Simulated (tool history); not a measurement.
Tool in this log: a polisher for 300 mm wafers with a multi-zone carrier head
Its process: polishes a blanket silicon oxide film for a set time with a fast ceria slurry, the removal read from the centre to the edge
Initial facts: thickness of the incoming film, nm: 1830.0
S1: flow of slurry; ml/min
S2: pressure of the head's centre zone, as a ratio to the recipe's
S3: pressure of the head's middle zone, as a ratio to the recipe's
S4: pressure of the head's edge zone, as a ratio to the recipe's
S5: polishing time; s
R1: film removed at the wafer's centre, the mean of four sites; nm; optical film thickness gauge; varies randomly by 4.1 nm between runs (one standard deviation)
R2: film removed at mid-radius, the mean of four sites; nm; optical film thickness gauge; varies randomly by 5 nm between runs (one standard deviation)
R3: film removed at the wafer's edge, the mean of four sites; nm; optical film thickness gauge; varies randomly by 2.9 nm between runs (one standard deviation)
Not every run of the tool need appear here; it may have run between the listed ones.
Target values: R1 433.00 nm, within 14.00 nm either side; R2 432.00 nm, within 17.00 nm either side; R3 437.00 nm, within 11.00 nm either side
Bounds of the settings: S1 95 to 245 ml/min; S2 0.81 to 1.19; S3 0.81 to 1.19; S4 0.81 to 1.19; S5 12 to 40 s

{"run": 1, "day": 0.0, "S1": 155, "S2": 1.0, "S3": 1.0, "S4": 1.0, "S5": 26, "R1": 684.22, "R2": 671.72, "R3": 670.9}
{"run": 2, "day": 0.308, "S1": 150, "S2": 0.99, "S3": 0.99, "S4": 0.98, "S5": 25, "R1": 653.33, "R2": 626.01, "R3": 628.14}
{"run": 3, "day": 0.612, "S1": 145, "S2": 0.97, "S3": 0.98, "S4": 0.96, "S5": 24, "R1": 601.77, "R2": 607.28, "R3": 593.08}
{"run": 4, "day": 0.979, "S1": 140, "S2": 0.96, "S3": 0.96, "S4": 0.95, "S5": 23, "R1": 569.78, "R2": 564.55, "R3": 556.16}
{"run": 5, "day": 1.029, "S1": 125, "S2": 0.96, "S3": 0.96, "S4": 0.95, "S5": 23, "R1": 548.17, "R2": 560.54, "R3": 550.13}
{"run": 6, "day": 1.183, "S1": 95, "S2": 0.96, "S3": 0.96, "S4": 0.95, "S5": 23, "R1": 495.51, "R2": 500.4, "R3": 514.92}
{"run": 7, "day": 1.4, "S1": 95, "S2": 0.96, "S3": 0.95, "S4": 0.94, "S5": 23, "R1": 501.85, "R2": 500.01, "R3": 515.77}
{"run": 8, "day": 1.662, "S1": 95, "S2": 0.95, "S3": 0.94, "S4": 0.93, "S5": 23, "R1": 492.39, "R2": 501.17, "R3": 516.96}
{"run": 9, "day": 2.021, "S1": 95, "S2": 0.95, "S3": 0.93, "S4": 0.92, "S5": 22, "R1": 469.45, "R2": 466.96, "R3": 490.77}
{"run": 10, "day": 2.379, "S1": 95, "S2": 0.95, "S3": 0.93, "S4": 0.91, "S5": 22, "R1": 472.9, "R2": 480.02, "R3": 486.84}
{"run": 11, "day": 2.725, "S1": 95, "S2": 0.95, "S3": 0.92, "S4": 0.9, "S5": 22, "R1": 475.76, "R2": 469.93, "R3": 490.04}
{"run": 12, "day": 2.788, "S1": 95, "S2": 0.95, "S3": 0.92, "S4": 0.89, "S5": 22, "R1": 471.2, "R2": 473.74, "R3": 487.9}
{"run": 13, "day": 2.958, "S1": 95, "S2": 0.95, "S3": 0.92, "S4": 0.89, "S5": 22, "R1": 479.12, "R2": 460.3, "R3": 482.21}
{"run": 14, "day": 3.029, "S1": 95, "S2": 0.94, "S3": 0.92, "S4": 0.88, "S5": 22, "R1": 464.2, "R2": 475.67, "R3": 476.06}
{"run": 15, "day": 3.4, "S1": 95, "S2": 0.94, "S3": 0.91, "S4": 0.87, "S5": 22, "R1": 465.58, "R2": 459.0, "R3": 479.77}
{"run": 16, "day": 3.55, "S1": 105, "S2": 0.94, "S3": 0.93, "S4": 0.83, "S5": 19, "R1": 419.71, "R2": 423.06, "R3": 419.62}
{"run": 17, "day": 3.908, "S1": 110, "S2": 0.94, "S3": 0.92, "S4": 0.85, "S5": 19, "R1": 430.38, "R2": 428.74, "R3": 425.09}

Next run, 4 choices. One meets every target within its allowed miss, the rest don't. Which?
{"run": "A", "day": 4.267, "S1": 120, "S2": 0.96, "S3": 0.93, "S4": 0.85, "S5": 18, "R1": "?", "R2": "?", "R3": "?"}
{"run": "B", "day": 4.267, "S1": 160, "S2": 0.96, "S3": 0.87, "S4": 0.88, "S5": 18, "R1": "?", "R2": "?", "R3": "?"}
{"run": "C", "day": 4.267, "S1": 140, "S2": 0.89, "S3": 0.87, "S4": 0.84, "S5": 19, "R1": "?", "R2": "?", "R3": "?"}
{"run": "D", "day": 4.267, "S1": 160, "S2": 0.93, "S3": 1.02, "S4": 0.89, "S5": 17, "R1": "?", "R2": "?", "R3": "?"}

move=A R1=419.60 R2=419.38 R3=410.05
move=B R1=452.69 R2=426.07 R3=437.38
move=C R1=428.74 R2=437.28 R3=442.91
move=D R1=414.49 R2=455.80 R3=414.43
A: further off than the last run
B: corrects the largest miss of the last run, while another result sits out of spec
C: in spec on every target
D: further off than the last run
Move C is the one to make.
